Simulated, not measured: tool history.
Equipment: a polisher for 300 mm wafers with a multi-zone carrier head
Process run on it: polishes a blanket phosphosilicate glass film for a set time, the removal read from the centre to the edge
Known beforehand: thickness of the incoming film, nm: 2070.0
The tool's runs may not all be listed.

run  hour  flow of slurry (ml/min)  pressure of the head's centre zone  pressure of the head's middle zone  pressure of the head's edge zone  abrasive content of the slurry  polishing time (s)  film removed at the wafer's centre (angstrom)  film removed at mid-radius (angstrom)  film removed at the wafer's edge (angstrom)
  1   0.0                      220                                1.00                                1.00                              1.00                            1.00                  34                                         3754.0                                 3589.8                                       3891.4
  2   2.9                      220                                1.00                                1.00                              1.00                            1.10                  34                                         3877.3                                 3823.5                                       4055.3
  3  11.5                      220                                1.00                                1.05                              1.00                            1.10                  34                                         3963.1                                 3972.6                                       3951.6
  4  18.5                      220                                0.99                                1.08                              0.97                            0.95                  33                                         3486.3                                 3676.6                                       3519.9
  5  22.0                      220                                0.99                                1.01                              0.97                            0.95                  33                                         3559.6                                 3597.1                                       3581.9
  6  31.0                      220                                0.99                                1.01                              0.97                            0.80                  33                                         3181.1                                 3171.4                                       3236.4

For run 7, what comes out?
  7  38.4                      215                                0.99                                1.02                              0.94                            0.75                  33                                              ?                                      ?                                            ?

For run 7 the tool returned film removed at the wafer's centre (angstrom) 3068.7, film removed at mid-radius (angstrom) 3056.0, film removed at the wafer's edge (angstrom) 3095.7.
